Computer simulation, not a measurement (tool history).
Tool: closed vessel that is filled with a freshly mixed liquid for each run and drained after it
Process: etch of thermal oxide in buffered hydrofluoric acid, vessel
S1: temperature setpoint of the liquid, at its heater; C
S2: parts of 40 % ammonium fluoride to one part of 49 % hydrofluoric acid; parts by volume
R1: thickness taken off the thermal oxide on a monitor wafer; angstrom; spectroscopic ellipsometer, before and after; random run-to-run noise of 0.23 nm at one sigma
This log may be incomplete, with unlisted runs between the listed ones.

run 1 hour=0.0 | S1=25.0 S2=14.5 time_in_the_liquid_(s)=30 | R1=236.99
run 2 hour=5.9 | S1=22.0 S2=14.5 time_in_the_liquid_(s)=30 | R1=201.58
run 3 hour=13.7 | S1=22.0 S2=11.0 time_in_the_liquid_(s)=30 | R1=263.02
run 4 hour=22.6 | S1=22.0 S2=11.0 time_in_the_liquid_(s)=30 | R1=261.94
run 5 hour=26.2 | S1=22.0 S2=11.0 time_in_the_liquid_(s)=30 | R1=264.10
run 6 hour=34.1 | S1=22.0 S2=15.0 time_in_the_liquid_(s)=30 | R1=196.71
run 7 hour=40.2 | S1=25.5 S2=12.5 time_in_the_liquid_(s)=30 | R1=282.71
run 8 hour=42.8 | S1=27.5 S2=11.0 time_in_the_liquid_(s)=30 | R1=357.22
run 9 hour=49.5 | S1=29.0 S2=10.5 time_in_the_liquid_(s)=30 | R1=403.99
run 10 hour=51.6 | S1=30.0 S2=10.0 time_in_the_liquid_(s)=30 | R1=443.67

Run 11 has not been measured yet. What should we expect?
run 11 hour=54.5 | S1=30.5 S2=9.5 time_in_the_liquid_(s)=30 | R1=?

Run 11 measured R1 471.63 angstrom.
